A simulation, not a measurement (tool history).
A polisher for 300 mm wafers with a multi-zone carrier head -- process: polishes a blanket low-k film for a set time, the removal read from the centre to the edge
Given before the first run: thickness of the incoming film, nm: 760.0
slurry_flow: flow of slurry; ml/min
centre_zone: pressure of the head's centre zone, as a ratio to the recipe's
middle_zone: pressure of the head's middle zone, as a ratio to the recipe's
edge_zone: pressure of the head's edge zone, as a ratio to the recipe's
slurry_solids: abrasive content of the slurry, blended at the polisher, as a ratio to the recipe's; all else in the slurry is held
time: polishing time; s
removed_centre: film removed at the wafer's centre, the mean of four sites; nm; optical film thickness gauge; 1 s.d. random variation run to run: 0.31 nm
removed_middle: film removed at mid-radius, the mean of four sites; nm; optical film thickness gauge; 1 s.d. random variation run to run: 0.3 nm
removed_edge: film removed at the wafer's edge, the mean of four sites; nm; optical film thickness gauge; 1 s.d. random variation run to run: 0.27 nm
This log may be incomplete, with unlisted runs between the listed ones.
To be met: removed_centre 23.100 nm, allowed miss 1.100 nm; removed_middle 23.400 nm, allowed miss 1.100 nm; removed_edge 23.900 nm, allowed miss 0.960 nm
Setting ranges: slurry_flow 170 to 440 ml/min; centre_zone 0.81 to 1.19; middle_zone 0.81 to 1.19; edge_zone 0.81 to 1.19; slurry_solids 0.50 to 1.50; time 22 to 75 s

| run | hour | slurry_flow | centre_zone | middle_zone | edge_zone | slurry_solids | time | removed_centre | removed_middle | removed_edge |
|---|---|---|---|---|---|---|---|---|---|---|
| 1 | 0.0 | 280 | 1.00 | 1.00 | 1.00 | 1.00 | 48 | 19.366 | 19.273 | 19.093 |
| 2 | 1.6 | 280 | 0.94 | 1.00 | 1.00 | 1.00 | 48 | 18.303 | 19.638 | 19.061 |
| 3 | 2.4 | 280 | 0.96 | 1.01 | 1.03 | 1.10 | 48 | 19.865 | 20.708 | 20.038 |
| 4 | 11.3 | 280 | 0.96 | 1.01 | 1.03 | 1.00 | 48 | 18.848 | 19.206 | 19.182 |
| 5 | 15.5 | 280 | 0.96 | 1.01 | 1.03 | 1.00 | 42 | 16.288 | 17.184 | 16.798 |
| 6 | 17.3 | 280 | 0.96 | 1.01 | 0.96 | 1.00 | 42 | 16.528 | 16.637 | 16.522 |
| 7 | 24.9 | 275 | 0.95 | 0.98 | 0.98 | 1.15 | 43 | 18.200 | 18.286 | 18.345 |
| 8 | 29.0 | 275 | 0.94 | 0.97 | 0.99 | 1.25 | 44 | 19.010 | 18.809 | 18.828 |
| 9 | 31.8 | 275 | 0.94 | 0.97 | 0.99 | 1.25 | 44 | 19.468 | 19.350 | 19.444 |
| 10 | 39.0 | 275 | 0.93 | 0.96 | 1.01 | 1.30 | 45 | 19.786 | 20.113 | 20.032 |
| 11 | 46.5 | 275 | 0.93 | 0.96 | 1.01 | 1.30 | 45 | 19.742 | 20.139 | 20.419 |
| 12 | 52.7 | 275 | 0.93 | 0.96 | 1.01 | 1.30 | 45 | 19.596 | 19.518 | 20.811 |
| 13 | 58.9 | 280 | 0.94 | 0.98 | 1.03 | 1.35 | 45 | 20.413 | 20.394 | 21.444 |
| 14 | 62.7 | 275 | 0.95 | 1.01 | 1.02 | 1.40 | 45 | 20.762 | 21.592 | 21.589 |

Which of these 5 next moves meets every target?
| A | 66.5 | 375 | 0.96 | 1.00 | 1.09 | 1.50 | 47 | ? | ? | ? |
| B | 66.5 | 325 | 0.89 | 0.99 | 1.11 | 1.50 | 51 | ? | ? | ? |
| C | 66.5 | 270 | 1.13 | 0.93 | 0.85 | 1.35 | 45 | ? | ? | ? |
| D | 66.5 | 295 | 1.10 | 1.02 | 0.89 | 1.35 | 45 | ? | ? | ? |
| E | 66.5 | 295 | 1.03 | 1.00 | 0.97 | 1.25 | 50 | ? | ? | ? |

| move | removed_centre | removed_middle | removed_edge |
|---|---|---|---|
| A | 23.146 | 23.605 | 23.960 |
| B | 22.945 | 25.085 | 25.987 |
| C | 24.112 | 19.697 | 19.057 |
| D | 23.745 | 21.505 | 19.584 |
| E | 23.852 | 22.707 | 21.888 |
A: all results land within tolerance of their targets
B: moves the result that the last run missed by most past its target, out the other side
C: misses by more than the last run did
D: misses by more than the last run did
E: closes in on the targets versus the last run, not all within tolerance yet
A is the move that brings every result within its allowed miss.
